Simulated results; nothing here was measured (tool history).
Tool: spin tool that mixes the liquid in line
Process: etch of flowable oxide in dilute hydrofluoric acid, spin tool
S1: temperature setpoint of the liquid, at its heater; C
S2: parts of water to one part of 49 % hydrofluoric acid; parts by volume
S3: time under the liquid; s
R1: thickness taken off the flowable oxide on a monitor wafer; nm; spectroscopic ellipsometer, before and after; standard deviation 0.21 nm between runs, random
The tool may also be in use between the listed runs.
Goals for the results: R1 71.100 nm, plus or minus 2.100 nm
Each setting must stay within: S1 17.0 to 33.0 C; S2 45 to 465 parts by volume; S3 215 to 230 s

run,hour,S1,S2,S3,R1
1,0.0,25.0,255,215,31.434
2,3.9,26.0,240,215,35.118
3,12.4,27.0,225,215,39.452
4,14.5,27.0,225,215,39.503
5,17.5,24.0,225,215,35.470
6,24.6,25.0,215,215,39.014
7,30.4,26.0,205,215,42.926
8,34.7,27.0,200,215,45.632
9,41.5,28.0,195,215,48.930
10,45.1,28.5,190,215,51.172
11,46.6,29.0,185,215,53.941
12,51.6,29.5,180,215,56.768
13,55.7,30.0,180,215,58.000
14,58.6,30.5,180,215,59.251
15,64.4,31.0,180,215,60.101
16,70.6,31.5,180,215,60.923

Which one of the following 5 next-run settings gets every result inside its allowed miss? There is exactly one.
A,76.8,30.5,170,230,?
B,76.8,33.0,185,230,?
C,76.8,27.5,185,215,?
D,76.8,32.5,165,220,?
E,76.8,31.0,165,215,?

move,R1
A,67.421
B,66.220
C,51.099
D,71.717
E,66.517
A: an improvement on the last run, though not all results are within tolerance
B: an improvement on the last run, though not all results are within tolerance
C: further off than the last run
D: all results land within tolerance of their targets
E: an improvement on the last run, though not all results are within tolerance
Correct choice: D, which meets every target
